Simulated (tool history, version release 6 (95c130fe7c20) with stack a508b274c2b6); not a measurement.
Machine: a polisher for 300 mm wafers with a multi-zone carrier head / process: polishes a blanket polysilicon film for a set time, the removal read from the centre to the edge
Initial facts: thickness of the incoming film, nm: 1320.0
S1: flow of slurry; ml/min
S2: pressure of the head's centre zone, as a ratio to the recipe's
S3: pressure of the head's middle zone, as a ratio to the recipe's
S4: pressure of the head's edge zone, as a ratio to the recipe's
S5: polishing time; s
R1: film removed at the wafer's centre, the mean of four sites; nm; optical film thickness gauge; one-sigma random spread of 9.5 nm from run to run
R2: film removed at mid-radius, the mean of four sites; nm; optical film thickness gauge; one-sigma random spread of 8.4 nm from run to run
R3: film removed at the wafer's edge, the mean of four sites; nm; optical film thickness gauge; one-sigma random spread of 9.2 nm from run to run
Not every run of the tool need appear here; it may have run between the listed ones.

Run 1, hour 0: S1 215 ml/min, S2 1, S3 1, S4 1, S5 65 s. Result: R1 458.38 nm, R2 463.2 nm, R3 470.43 nm.
Run 2, hour 1.2: S1 220 ml/min, S2 1.01, S3 1.03, S4 1.03, S5 72 s. Result: R1 515.08 nm, R2 530.34 nm, R3 520.61 nm.
Run 3, hour 8.6: S1 220 ml/min, S2 0.92, S3 1.03, S4 1.03, S5 72 s. Result: R1 483.55 nm, R2 522.27 nm, R3 548.17 nm.
Run 4, hour 11.2: S1 220 ml/min, S2 0.92, S3 1.03, S4 1.11, S5 72 s. Result: R1 481.98 nm, R2 517.41 nm, R3 543.96 nm.
Run 5, hour 18: S1 230 ml/min, S2 0.94, S3 1.04, S4 1.11, S5 77 s. Result: R1 521.19 nm, R2 569.15 nm, R3 583.26 nm.
Run 6, hour 18.6: S1 190 ml/min, S2 0.94, S3 1.04, S4 1.11, S5 77 s. Result: R1 514.06 nm, R2 559.46 nm, R3 575.43 nm.

Run 7 comes next. What will it give?
Run 7, hour 21.9: S1 195 ml/min, S2 0.96, S3 1.04, S4 1.11, S5 81 s. Result: R1 ?, R2 ?, R3 ?.

R1: 557.68 nm
R2: 582.63 nm
R3: 611.41 nm
